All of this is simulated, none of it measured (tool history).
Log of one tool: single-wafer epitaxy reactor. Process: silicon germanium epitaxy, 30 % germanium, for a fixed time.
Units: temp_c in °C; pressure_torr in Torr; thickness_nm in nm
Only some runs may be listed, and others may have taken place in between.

| run | hour | temp_c | pressure_torr | thickness_nm |
|---|---|---|---|---|
| 1 | 0 | 605 | 15.7 | 57.766 |
| 2 | 2.2 | 599 | 15.7 | 51.229 |
| 3 | 9.2 | 599 | 17 | 53.329 |
| 4 | 13.4 | 603 | 17 | 57.703 |
| 5 | 18.4 | 597 | 17 | 51.122 |
| 6 | 22 | 588 | 17 | 42.478 |
| 7 | 30.6 | 593 | 17 | 47.177 |
| 8 | 34.4 | 605 | 17.3 | 61.083 |
| 9 | 41.8 | 607 | 17.3 | 63.471 |
| 10 | 48.5 | 609 | 17.3 | 65.669 |
| 11 | 49.4 | 611 | 17.3 | 68.194 |
| 12 | 58 | 612 | 17.3 | 69.655 |
| 13 | 65 | 613 | 17.3 | 71.356 |
| 14 | 67.9 | 614 | 17.3 | 72.524 |
| 15 | 72.8 | 615 | 17.3 | 73.867 |
| 16 | 81.2 | 616 | 17.3 | 75.665 |

What will run 17 give?
| 17 | 83.4 | 617 | 17.3 | ? |

{"run 17": {"thickness_nm": 77.201}}
